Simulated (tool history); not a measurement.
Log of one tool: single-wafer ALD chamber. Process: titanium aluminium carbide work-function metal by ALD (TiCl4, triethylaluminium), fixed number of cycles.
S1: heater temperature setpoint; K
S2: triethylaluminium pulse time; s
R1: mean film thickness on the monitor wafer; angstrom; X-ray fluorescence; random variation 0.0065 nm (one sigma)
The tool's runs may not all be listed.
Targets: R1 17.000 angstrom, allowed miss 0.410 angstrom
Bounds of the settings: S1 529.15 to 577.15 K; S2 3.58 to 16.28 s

run  hour      S1     S2      R1
  1   0.0  553.15   9.93  19.011
  2   4.4  544.15   9.93  18.014
  3  13.2  544.15  12.39  18.419
  4  15.9  542.15  12.17  18.141
  5  18.4  540.15  12.00  18.133
  6  26.4  540.15   9.96  17.602
  7  27.2  539.15   9.86  17.732
  8  32.2  530.15   8.20  16.045

5 next moves are on the table. One of them brings every result within its allowed miss. Which?
  A  37.2  549.15   8.66   ?
  B  37.2  540.15   8.21   ?
  C  37.2  529.15   6.98   ?
  D  37.2  529.15   7.03   ?
  E  37.2  542.15  10.13   ?

move      R1
   A  18.031
   B  16.903
   C  14.880
   D  14.933
   E  17.898
A: takes the result that was furthest off past its target
B: meets every target
C: further off than the last run
D: further off than the last run
E: takes the result that was furthest off past its target
Answer: B
